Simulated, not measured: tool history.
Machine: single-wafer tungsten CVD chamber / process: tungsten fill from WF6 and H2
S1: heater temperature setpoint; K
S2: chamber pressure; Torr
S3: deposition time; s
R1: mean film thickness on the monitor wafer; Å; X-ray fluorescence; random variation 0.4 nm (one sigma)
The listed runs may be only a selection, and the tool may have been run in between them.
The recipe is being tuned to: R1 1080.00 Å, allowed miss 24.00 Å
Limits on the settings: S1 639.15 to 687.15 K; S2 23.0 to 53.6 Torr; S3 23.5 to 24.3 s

{"run": 1, "hour": 0.0, "S1": 663.15, "S2": 38.3, "S3": 23.5, "R1": 666.25}
{"run": 2, "hour": 3.4, "S1": 672.15, "S2": 38.3, "S3": 23.5, "R1": 774.59}
{"run": 3, "hour": 7.6, "S1": 672.15, "S2": 38.3, "S3": 24.3, "R1": 810.7}
{"run": 4, "hour": 14.9, "S1": 672.15, "S2": 38.3, "S3": 23.5, "R1": 774.72}
{"run": 5, "hour": 19.1, "S1": 672.15, "S2": 44.6, "S3": 23.5, "R1": 820.27}
{"run": 6, "hour": 19.7, "S1": 672.15, "S2": 48.6, "S3": 23.5, "R1": 851.81}
{"run": 7, "hour": 20.4, "S1": 675.15, "S2": 48.8, "S3": 23.5, "R1": 898.03}
{"hour": 23.6, "done": "thermocouple changed; heater temperature recalibrated"}
{"run": 8, "hour": 23.6, "S1": 677.15, "S2": 48.9, "S3": 23.5, "R1": 977.79}

Consider the 5 candidate settings below. Which is the only one whose results all fall within their allowed miss of target?
{"run": "A", "hour": 26.8, "S1": 668.15, "S2": 44.3, "S3": 24.3, "R1": "?"}
{"run": "B", "hour": 26.8, "S1": 681.15, "S2": 47.9, "S3": 24.3, "R1": "?"}
{"run": "C", "hour": 26.8, "S1": 668.15, "S2": 50.1, "S3": 23.5, "R1": "?"}
{"run": "D", "hour": 26.8, "S1": 684.15, "S2": 48.5, "S3": 24.3, "R1": "?"}
{"run": "E", "hour": 26.8, "S1": 674.15, "S2": 48.4, "S3": 23.5, "R1": "?"}

move=A R1=842.88
move=B R1=1069.30
move=C R1=854.42
move=D R1=1125.30
move=E R1=930.59
A: its largest miss is bigger than the last run's
B: meets every target
C: its largest miss is bigger than the last run's
D: takes the result that was furthest off past its target
E: its largest miss is bigger than the last run's
B meets every target.
